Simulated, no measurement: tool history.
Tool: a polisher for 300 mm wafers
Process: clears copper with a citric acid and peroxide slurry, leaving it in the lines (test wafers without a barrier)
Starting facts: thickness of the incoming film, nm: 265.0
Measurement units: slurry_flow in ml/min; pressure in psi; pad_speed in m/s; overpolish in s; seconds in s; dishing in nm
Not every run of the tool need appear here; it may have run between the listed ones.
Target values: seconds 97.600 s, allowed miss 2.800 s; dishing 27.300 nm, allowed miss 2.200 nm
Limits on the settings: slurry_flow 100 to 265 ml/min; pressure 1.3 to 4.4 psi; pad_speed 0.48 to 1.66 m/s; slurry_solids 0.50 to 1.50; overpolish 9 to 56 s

{"run": 1, "hour": 0.0, "slurry_flow": 170, "pressure": 2.8, "pad_speed": 1.06, "slurry_solids": 1.0, "overpolish": 29, "seconds": 144.01, "dishing": 32.238}
{"run": 2, "hour": 3.1, "slurry_flow": 180, "pressure": 3.1, "pad_speed": 1.06, "slurry_solids": 1.0, "overpolish": 23, "seconds": 129.57, "dishing": 28.547}
{"run": 3, "hour": 9.3, "slurry_flow": 180, "pressure": 3.1, "pad_speed": 1.06, "slurry_solids": 0.85, "overpolish": 23, "seconds": 136.76, "dishing": 27.768}
{"run": 4, "hour": 11.0, "slurry_flow": 190, "pressure": 3.4, "pad_speed": 1.06, "slurry_solids": 0.85, "overpolish": 20, "seconds": 122.88, "dishing": 26.98}
{"run": 5, "hour": 12.3, "slurry_flow": 190, "pressure": 3.4, "pad_speed": 1.06, "slurry_solids": 0.85, "overpolish": 14, "seconds": 123.18, "dishing": 19.613}
{"run": 6, "hour": 18.1, "slurry_flow": 195, "pressure": 3.6, "pad_speed": 1.06, "slurry_solids": 0.85, "overpolish": 15, "seconds": 115.6, "dishing": 23.662}
{"run": 7, "hour": 21.5, "slurry_flow": 200, "pressure": 3.8, "pad_speed": 1.06, "slurry_solids": 0.85, "overpolish": 15, "seconds": 108.9, "dishing": 23.002}
{"run": 8, "hour": 23.9, "slurry_flow": 205, "pressure": 4.2, "pad_speed": 1.08, "slurry_solids": 0.85, "overpolish": 21, "seconds": 97.156, "dishing": 34.407}
{"run": 9, "hour": 27.6, "slurry_flow": 205, "pressure": 4.2, "pad_speed": 1.08, "slurry_solids": 0.85, "overpolish": 19, "seconds": 97.111, "dishing": 31.466}
{"run": 10, "hour": 33.9, "slurry_flow": 205, "pressure": 4.2, "pad_speed": 1.08, "slurry_solids": 0.85, "overpolish": 18, "seconds": 97.436, "dishing": 30.56}

Pick the move, out of 5, that brings all results within their allowed miss; only one does.
{"run": "A", "hour": 40.2, "slurry_flow": 190, "pressure": 4.2, "pad_speed": 1.1, "slurry_solids": 0.8, "overpolish": 27, "seconds": "?", "dishing": "?"}
{"run": "B", "hour": 40.2, "slurry_flow": 205, "pressure": 3.9, "pad_speed": 1.16, "slurry_solids": 1.0, "overpolish": 21, "seconds": "?", "dishing": "?"}
{"run": "C", "hour": 40.2, "slurry_flow": 210, "pressure": 4.4, "pad_speed": 1.0, "slurry_solids": 1.0, "overpolish": 16, "seconds": "?", "dishing": "?"}
{"run": "D", "hour": 40.2, "slurry_flow": 225, "pressure": 4.1, "pad_speed": 1.24, "slurry_solids": 0.65, "overpolish": 12, "seconds": "?", "dishing": "?"}
{"run": "E", "hour": 40.2, "slurry_flow": 225, "pressure": 4.0, "pad_speed": 1.24, "slurry_solids": 0.8, "overpolish": 12, "seconds": "?", "dishing": "?"}

move=A seconds=97.775 dishing=40.079
move=B seconds=94.543 dishing=34.130
move=C seconds=96.013 dishing=27.386
move=D seconds=91.661 dishing=22.374
move=E seconds=89.965 dishing=22.717
A: lands further from the targets than the last run did
B: lands further from the targets than the last run did
C: all results in spec
D: takes the biggest miss from the last run beyond its target
E: takes the biggest miss from the last run beyond its target
C is the move that brings every result within its allowed miss.

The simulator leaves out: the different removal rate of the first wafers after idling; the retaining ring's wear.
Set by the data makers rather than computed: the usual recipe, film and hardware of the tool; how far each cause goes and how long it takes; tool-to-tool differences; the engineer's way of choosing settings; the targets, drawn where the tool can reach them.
